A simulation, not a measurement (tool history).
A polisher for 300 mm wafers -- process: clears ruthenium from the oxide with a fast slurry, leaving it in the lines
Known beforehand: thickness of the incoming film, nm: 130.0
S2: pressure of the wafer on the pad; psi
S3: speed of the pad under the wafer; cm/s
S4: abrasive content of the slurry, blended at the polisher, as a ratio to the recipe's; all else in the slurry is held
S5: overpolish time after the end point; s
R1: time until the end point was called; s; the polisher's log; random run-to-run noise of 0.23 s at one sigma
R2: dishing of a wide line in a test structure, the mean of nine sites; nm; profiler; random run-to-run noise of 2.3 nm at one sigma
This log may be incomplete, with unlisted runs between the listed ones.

{"run": 1, "hour": 0.0, "flow of slurry (ml/min)": 270, "S2": 2.8, "S3": 80, "S4": 1, "S5": 27, "R1": 35.743, "R2": 74.016}
{"run": 2, "hour": 1.4, "flow of slurry (ml/min)": 270, "S2": 2.8, "S3": 80, "S4": 1.1, "S5": 27, "R1": 34.73, "R2": 75.968}
{"run": 3, "hour": 6.3, "flow of slurry (ml/min)": 270, "S2": 3, "S3": 80, "S4": 1.1, "S5": 27, "R1": 32.956, "R2": 78.307}
{"run": 4, "hour": 8.4, "flow of slurry (ml/min)": 310, "S2": 3, "S3": 80, "S4": 1.1, "S5": 27, "R1": 32.296, "R2": 75.628}
{"run": 5, "hour": 13.6, "flow of slurry (ml/min)": 310, "S2": 3, "S3": 80, "S4": 0.95, "S5": 27, "R1": 34.35, "R2": 71.372}
{"run": 6, "hour": 19.5, "flow of slurry (ml/min)": 310, "S2": 3, "S3": 80, "S4": 0.75, "S5": 27, "R1": 39.236, "R2": 66.284}

Predict the results of run 7:
{"run": 7, "hour": 22.9, "flow of slurry (ml/min)": 310, "S2": 3.3, "S3": 80, "S4": 0.75, "S5": 28, "R1": "?", "R2": "?"}

R1: 36.513 s
R2: 74.072 nm

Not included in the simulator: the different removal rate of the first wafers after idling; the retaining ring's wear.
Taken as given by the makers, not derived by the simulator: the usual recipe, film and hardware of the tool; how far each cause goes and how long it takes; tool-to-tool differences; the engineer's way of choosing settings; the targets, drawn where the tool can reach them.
